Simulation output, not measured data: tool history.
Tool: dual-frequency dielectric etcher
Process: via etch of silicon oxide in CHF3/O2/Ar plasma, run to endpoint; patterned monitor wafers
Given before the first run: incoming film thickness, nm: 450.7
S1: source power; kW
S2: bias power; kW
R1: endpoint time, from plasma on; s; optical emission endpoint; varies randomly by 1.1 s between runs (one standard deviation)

run,day,S1,S2,R1
1,0,0.6,0.145,249.65
2,0.112,0.55,0.145,264.45
3,0.475,0.65,0.145,238.63
4,0.833,0.59,0.141,257.1
5,0.904,0.54,0.139,271.41
6,1.233,0.5,0.138,286.87

Run 7 comes next. What will it give?
7,1.417,0.47,0.138,?

{"run 7": {"R1": 300.37}}
